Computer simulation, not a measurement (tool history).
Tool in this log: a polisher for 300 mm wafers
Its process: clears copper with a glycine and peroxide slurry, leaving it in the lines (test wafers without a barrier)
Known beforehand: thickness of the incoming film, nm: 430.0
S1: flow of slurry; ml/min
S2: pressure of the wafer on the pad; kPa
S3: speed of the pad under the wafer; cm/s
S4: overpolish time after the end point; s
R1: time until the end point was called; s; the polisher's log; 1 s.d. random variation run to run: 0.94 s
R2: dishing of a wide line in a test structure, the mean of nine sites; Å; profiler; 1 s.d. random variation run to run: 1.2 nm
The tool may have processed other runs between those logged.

run,hour,S1,S2,S3,S4,R1,R2
1,0,140,11,102,19,97.532,453.36
2,6,140,11.7,104,19,92.889,457.87
3,13.3,140,11.7,104,11,94.045,305.69
4,18.6,140,11.7,126,11,84.729,316.46
5,24,170,11.7,126,11,82.354,313.99
6,32.8,170,12.4,126,12,80.689,367.46
7,40.6,170,13.1,126,12,77.433,382.49

What does the tool deliver on the next run?
8,47.4,170,16.5,128,19,?,?

{"run 8": {"R1": 60.631, "R2": 618}}
